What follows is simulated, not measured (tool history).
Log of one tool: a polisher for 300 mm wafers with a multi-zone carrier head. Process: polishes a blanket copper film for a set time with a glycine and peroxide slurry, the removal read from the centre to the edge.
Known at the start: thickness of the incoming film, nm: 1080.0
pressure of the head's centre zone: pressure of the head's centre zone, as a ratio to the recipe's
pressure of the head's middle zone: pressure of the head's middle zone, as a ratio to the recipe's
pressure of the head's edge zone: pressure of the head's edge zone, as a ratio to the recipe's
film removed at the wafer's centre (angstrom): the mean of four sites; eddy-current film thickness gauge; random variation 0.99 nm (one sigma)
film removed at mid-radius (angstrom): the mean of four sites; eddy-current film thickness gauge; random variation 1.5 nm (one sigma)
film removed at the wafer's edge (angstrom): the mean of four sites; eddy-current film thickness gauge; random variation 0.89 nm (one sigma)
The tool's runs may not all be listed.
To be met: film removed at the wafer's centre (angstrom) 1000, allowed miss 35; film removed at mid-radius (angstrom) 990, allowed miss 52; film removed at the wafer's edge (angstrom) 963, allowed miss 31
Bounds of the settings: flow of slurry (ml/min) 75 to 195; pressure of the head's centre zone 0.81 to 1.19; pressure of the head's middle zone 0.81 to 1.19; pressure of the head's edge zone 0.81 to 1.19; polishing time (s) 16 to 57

| run | hour | flow of slurry (ml/min) | pressure of the head's centre zone | pressure of the head's middle zone | pressure of the head's edge zone | polishing time (s) | film removed at the wafer's centre (angstrom) | film removed at mid-radius (angstrom) | film removed at the wafer's edge (angstrom) |
|---|---|---|---|---|---|---|---|---|---|
| 1 | 0 | 125 | 1 | 1 | 1 | 36 | 1434.6 | 1483.5 | 1460.2 |
| 2 | 6.7 | 125 | 1 | 1 | 0.93 | 36 | 1433.3 | 1450.4 | 1413.3 |
| 3 | 11.5 | 125 | 1 | 1 | 0.92 | 34 | 1339 | 1397.9 | 1327.5 |
| 4 | 12.2 | 150 | 1 | 1 | 0.92 | 34 | 1424.2 | 1445.2 | 1361 |
| 5 | 19.5 | 150 | 1 | 1.08 | 0.92 | 34 | 1402.2 | 1498.9 | 1347.9 |
| 6 | 20.5 | 150 | 1 | 1.08 | 0.97 | 34 | 1387.2 | 1526.7 | 1406.4 |
| 7 | 23.1 | 145 | 1 | 1.06 | 0.95 | 33 | 1341.2 | 1415.2 | 1330.9 |
| 8 | 23.8 | 140 | 1 | 1.05 | 0.93 | 32 | 1307.7 | 1415.2 | 1282.2 |
| 9 | 25.3 | 140 | 1 | 1.05 | 0.93 | 32 | 1300.9 | 1368.3 | 1243.2 |

Which of these 5 next moves meets every target?
| A | 26.8 | 175 | 0.98 | 0.93 | 0.89 | 24 | ? | ? | ? |
| B | 26.8 | 135 | 0.91 | 1.19 | 0.96 | 23 | ? | ? | ? |
| C | 26.8 | 145 | 0.91 | 1.12 | 1.06 | 24 | ? | ? | ? |
| D | 26.8 | 100 | 1.03 | 1.06 | 1.01 | 25 | ? | ? | ? |
| E | 26.8 | 115 | 1.07 | 0.9 | 1.01 | 24 | ? | ? | ? |

| move | film removed at the wafer's centre (angstrom) | film removed at mid-radius (angstrom) | film removed at the wafer's edge (angstrom) |
|---|---|---|---|
| A | 1004.2 | 966.11 | 963.49 |
| B | 844.31 | 1054.4 | 912.23 |
| C | 896.36 | 1067.6 | 1001.2 |
| D | 946.38 | 967.92 | 956.9 |
| E | 989.25 | 860.86 | 946.82 |
A: meets every target
B: takes the result that was furthest off past its target
C: nearer than the last run, and not there yet
D: brings the result that was furthest off to its target, and leaves another outside
E: brings the result that was furthest off to its target, and leaves another outside
The right move is A.
